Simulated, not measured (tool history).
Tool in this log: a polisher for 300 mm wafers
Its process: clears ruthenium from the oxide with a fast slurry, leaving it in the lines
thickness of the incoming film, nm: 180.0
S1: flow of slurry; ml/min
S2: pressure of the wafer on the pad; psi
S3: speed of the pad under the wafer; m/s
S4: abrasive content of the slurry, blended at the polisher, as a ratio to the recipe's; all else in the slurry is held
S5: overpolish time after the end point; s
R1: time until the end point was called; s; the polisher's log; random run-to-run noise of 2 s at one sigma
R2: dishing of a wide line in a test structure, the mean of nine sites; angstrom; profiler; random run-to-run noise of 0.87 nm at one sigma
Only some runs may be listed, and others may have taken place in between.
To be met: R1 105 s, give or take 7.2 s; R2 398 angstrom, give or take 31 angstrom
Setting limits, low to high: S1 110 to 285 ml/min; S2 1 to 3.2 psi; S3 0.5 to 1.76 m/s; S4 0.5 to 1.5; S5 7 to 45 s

Run 1, hour 0: S1 180 ml/min, S2 2.1 psi, S3 1.12 m/s, S4 1, S5 23 s. Result: R1 56.832 s, R2 584.12 angstrom.
Run 2, hour 8.6: S1 180 ml/min, S2 1.8 psi, S3 1.08 m/s, S4 1, S5 24 s. Result: R1 71.599 s, R2 497.64 angstrom.
Run 3, hour 12.6: S1 180 ml/min, S2 1.8 psi, S3 1.36 m/s, S4 1, S5 24 s. Result: R1 56.83 s, R2 614.49 angstrom.
Run 4, hour 19: S1 180 ml/min, S2 2 psi, S3 1.36 m/s, S4 1, S5 24 s. Result: R1 50.567 s, R2 633.88 angstrom.
Run 5, hour 25: S1 180 ml/min, S2 2 psi, S3 1.52 m/s, S4 1, S5 24 s. Result: R1 46.288 s, R2 742.69 angstrom.
Run 6, hour 27.9: S1 180 ml/min, S2 2 psi, S3 1.52 m/s, S4 0.9, S5 24 s. Result: R1 45.788 s, R2 690.34 angstrom.
Run 7, hour 30.1: S1 175 ml/min, S2 1.7 psi, S3 1.42 m/s, S4 0.9, S5 25 s. Result: R1 59.03 s, R2 616.3 angstrom.
Run 8, hour 31.6: S1 170 ml/min, S2 1.1 psi, S3 1.14 m/s, S4 0.85, S5 23 s. Result: R1 112.72 s, R2 305.81 angstrom.
Run 9, hour 38.6: S1 170 ml/min, S2 1.1 psi, S3 1.14 m/s, S4 0.85, S5 24 s. Result: R1 114.32 s, R2 335.29 angstrom.

Below are 5 possible settings for the next run. Only one of them brings all results inside the allowed miss of their targets. Which is it?
Run A, hour 45.6: S1 170 ml/min, S2 1 psi, S3 1 m/s, S4 0.9, S5 29 s. Result: R1 ?, R2 ?.
Run B, hour 45.6: S1 170 ml/min, S2 1 psi, S3 1.12 m/s, S4 0.85, S5 33 s. Result: R1 ?, R2 ?.
Run C, hour 45.6: S1 125 ml/min, S2 1.4 psi, S3 1.1 m/s, S4 0.85, S5 19 s. Result: R1 ?, R2 ?.
Run D, hour 45.6: S1 165 ml/min, S2 1.2 psi, S3 1.18 m/s, S4 0.95, S5 33 s. Result: R1 ?, R2 ?.
Run E, hour 45.6: S1 180 ml/min, S2 1.2 psi, S3 1.06 m/s, S4 0.95, S5 27 s. Result: R1 ?, R2 ?.

move      R1      R2
   A  140.08  330.22
   B  127.92  402.18
   C  100.83  303.12
   D  99.201  501.64
   E  108.47  389.65
A: further off than the last run
B: the worst result of the last run now meets its target, but another is out of spec
C: further off than the last run
D: pushes the last run's worst result past its target
E: meets every target
E is the move that brings every result within its allowed miss.
